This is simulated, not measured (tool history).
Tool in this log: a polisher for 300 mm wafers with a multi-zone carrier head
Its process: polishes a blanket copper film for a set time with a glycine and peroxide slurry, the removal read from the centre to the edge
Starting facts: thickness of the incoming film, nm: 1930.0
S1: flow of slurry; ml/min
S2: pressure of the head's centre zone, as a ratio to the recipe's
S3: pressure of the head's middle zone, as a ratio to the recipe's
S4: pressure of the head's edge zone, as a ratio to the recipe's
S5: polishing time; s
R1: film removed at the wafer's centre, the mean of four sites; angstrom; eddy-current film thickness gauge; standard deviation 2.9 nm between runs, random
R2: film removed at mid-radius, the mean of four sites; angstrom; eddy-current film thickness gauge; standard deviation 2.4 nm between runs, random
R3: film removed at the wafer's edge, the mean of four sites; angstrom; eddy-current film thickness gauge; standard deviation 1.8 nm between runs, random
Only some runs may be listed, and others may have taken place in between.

run,day,S1,S2,S3,S4,S5,R1,R2,R3
1,0,210,1,1,1,68,4159,4238.8,4222.7
2,0.208,185,1,1,1,68,4059.5,4034.5,4156.3
3,0.371,135,1,1,1,68,3813.5,3871.3,3903.7
4,0.679,135,1,1,1.07,68,3885.4,3721.6,4003.4
5,1.017,135,0.99,0.99,1.06,63,3425.4,3461.1,3748
6,1.292,135,1,0.98,1.04,59,3346,3288.7,3479.8
7,1.421,135,0.99,0.97,1.03,55,3038.9,2987.8,3262.6
8,1.488,135,0.98,0.97,1.01,52,2814.8,2890.3,2987.2
9,1.621,135,0.97,0.95,1,50,2676.2,2792.2,2853.3
10,1.833,135,0.96,0.94,1,48,2608.3,2567.1,2782.5
11,2.179,135,0.94,0.94,0.99,47,2536.4,2536.4,2731.2
12,2.433,135,0.93,0.94,0.98,46,2425.1,2486.1,2661.8
13,2.496,135,0.93,0.94,0.98,46,2435.6,2507.5,2633.7
14,2.604,135,0.92,0.93,0.97,45,2301.4,2434.7,2577

Estimate the outcome of run 15 from the log above:
15,2.679,135,0.92,0.92,0.96,45,?,?,?

R1: 2396.3 angstrom
R2: 2385.9 angstrom
R3: 2550.1 angstrom
